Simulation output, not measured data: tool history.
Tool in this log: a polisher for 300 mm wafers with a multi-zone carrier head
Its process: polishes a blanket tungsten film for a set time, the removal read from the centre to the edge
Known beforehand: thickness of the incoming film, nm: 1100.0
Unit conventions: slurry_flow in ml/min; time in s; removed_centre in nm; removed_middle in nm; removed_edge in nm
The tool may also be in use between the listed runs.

Run 1, hour 0.0: slurry_flow 305 ml/min, centre_zone 1.00, middle_zone 1.00, edge_zone 1.00, slurry_solids 1.00, time 43 s. Result: removed_centre 313.83 nm, removed_middle 307.52 nm, removed_edge 306.97 nm.
Run 2, hour 6.9: slurry_flow 360 ml/min, centre_zone 1.00, middle_zone 1.00, edge_zone 1.00, slurry_solids 1.00, time 43 s. Result: removed_centre 322.75 nm, removed_middle 315.86 nm, removed_edge 313.05 nm.
Run 3, hour 15.5: slurry_flow 380 ml/min, centre_zone 1.03, middle_zone 0.99, edge_zone 1.05, slurry_solids 1.05, time 43 s. Result: removed_centre 335.39 nm, removed_middle 316.05 nm, removed_edge 322.97 nm.
Run 4, hour 19.6: slurry_flow 390 ml/min, centre_zone 1.06, middle_zone 0.98, edge_zone 1.09, slurry_solids 1.10, time 43 s. Result: removed_centre 352.92 nm, removed_middle 318.33 nm, removed_edge 334.33 nm.
Run 5, hour 26.0: slurry_flow 390 ml/min, centre_zone 1.06, middle_zone 0.98, edge_zone 1.05, slurry_solids 1.10, time 43 s. Result: removed_centre 355.53 nm, removed_middle 320.21 nm, removed_edge 329.86 nm.
Run 6, hour 29.1: slurry_flow 400 ml/min, centre_zone 1.07, middle_zone 0.97, edge_zone 1.08, slurry_solids 1.15, time 43 s. Result: removed_centre 359.56 nm, removed_middle 315.64 nm, removed_edge 341.38 nm.

Estimate the outcome of run 7 from the log above:
Run 7, hour 29.9: slurry_flow 410 ml/min, centre_zone 1.08, middle_zone 0.97, edge_zone 1.09, slurry_solids 1.20, time 43 s. Result: removed_centre ?, removed_middle ?, removed_edge ?.

For run 7 the tool returned removed_centre 369.57 nm, removed_middle 322.94 nm, removed_edge 342.14 nm.
